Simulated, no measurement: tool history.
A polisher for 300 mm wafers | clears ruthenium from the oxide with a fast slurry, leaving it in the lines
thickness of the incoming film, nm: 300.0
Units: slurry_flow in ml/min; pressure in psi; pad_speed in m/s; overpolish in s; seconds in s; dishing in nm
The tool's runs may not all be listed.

run  hour  slurry_flow  pressure  pad_speed  slurry_solids  overpolish  seconds  dishing
  1   0.0          165       2.2       1.26           1.00          12   84.463   41.786
  2   5.7          130       2.2       1.26           1.00          12   88.799   40.808
  3  13.5          130       2.2       1.26           0.90          12   92.197   37.963
  4  17.4          130       2.1       1.26           0.90          12   97.433   35.987
  5  26.4          130       2.1       1.26           0.90          16   96.597   48.272
  6  28.0          145       2.0       1.26           0.85          15  105.220   42.137

Forecast run 7:
  7  32.5          150       2.0       1.26           0.85          14        ?        ?

Run 7 gave seconds 102.930 s, dishing 39.638 nm.
